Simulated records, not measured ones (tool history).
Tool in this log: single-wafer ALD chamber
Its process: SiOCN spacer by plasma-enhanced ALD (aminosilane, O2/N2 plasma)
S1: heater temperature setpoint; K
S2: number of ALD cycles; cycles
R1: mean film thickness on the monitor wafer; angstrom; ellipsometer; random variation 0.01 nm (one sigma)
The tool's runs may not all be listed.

run 1 day=0 | S1=693.15 S2=85 | R1=48.602
run 2 day=0.342 | S1=693.15 S2=78 | R1=44.547
run 3 day=0.488 | S1=689.15 S2=78 | R1=44.843
run 4 day=0.796 | S1=689.15 S2=76 | R1=43.732
run 5 day=0.971 | S1=689.15 S2=75 | R1=43.386
run 6 day=1.271 | S1=685.15 S2=75 | R1=43.74
run 7 day=1.475 | S1=686.15 S2=74 | R1=43.05
run 8 day=1.517 | S1=687.15 S2=73 | R1=42.507

What does the tool deliver on the next run?
run 9 day=1.575 | S1=688.15 S2=72 | R1=?

R1: 41.769 angstrom
